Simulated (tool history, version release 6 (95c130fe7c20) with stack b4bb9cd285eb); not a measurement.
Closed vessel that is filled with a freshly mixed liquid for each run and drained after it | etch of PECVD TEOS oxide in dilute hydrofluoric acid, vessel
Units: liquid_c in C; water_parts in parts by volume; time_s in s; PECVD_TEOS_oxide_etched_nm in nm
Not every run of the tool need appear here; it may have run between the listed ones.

run 1 hour=0.0 | liquid_c=24.0 water_parts=50 time_s=130 | PECVD_TEOS_oxide_etched_nm=27.540
run 2 hour=3.7 | liquid_c=24.0 water_parts=50 time_s=100 | PECVD_TEOS_oxide_etched_nm=21.090
run 3 hour=5.4 | liquid_c=25.5 water_parts=45 time_s=100 | PECVD_TEOS_oxide_etched_nm=25.118
run 4 hour=7.1 | liquid_c=26.5 water_parts=40 time_s=100 | PECVD_TEOS_oxide_etched_nm=29.751
run 5 hour=15.8 | liquid_c=27.5 water_parts=40 time_s=100 | PECVD_TEOS_oxide_etched_nm=30.731
run 6 hour=17.7 | liquid_c=28.5 water_parts=40 time_s=100 | PECVD_TEOS_oxide_etched_nm=32.009
run 7 hour=26.7 | liquid_c=29.0 water_parts=40 time_s=100 | PECVD_TEOS_oxide_etched_nm=32.706
run 8 hour=28.9 | liquid_c=29.5 water_parts=40 time_s=100 | PECVD_TEOS_oxide_etched_nm=33.275
run 9 hour=32.3 | liquid_c=30.0 water_parts=40 time_s=100 | PECVD_TEOS_oxide_etched_nm=33.698
run 10 hour=33.4 | liquid_c=30.5 water_parts=40 time_s=100 | PECVD_TEOS_oxide_etched_nm=34.525
run 11 hour=41.0 | liquid_c=30.5 water_parts=40 time_s=100 | PECVD_TEOS_oxide_etched_nm=34.827

Run 12 has not been measured yet. What should we expect?
run 12 hour=46.1 | liquid_c=31.0 water_parts=40 time_s=100 | PECVD_TEOS_oxide_etched_nm=?

{"run 12": {"PECVD_TEOS_oxide_etched_nm": 34.987}}
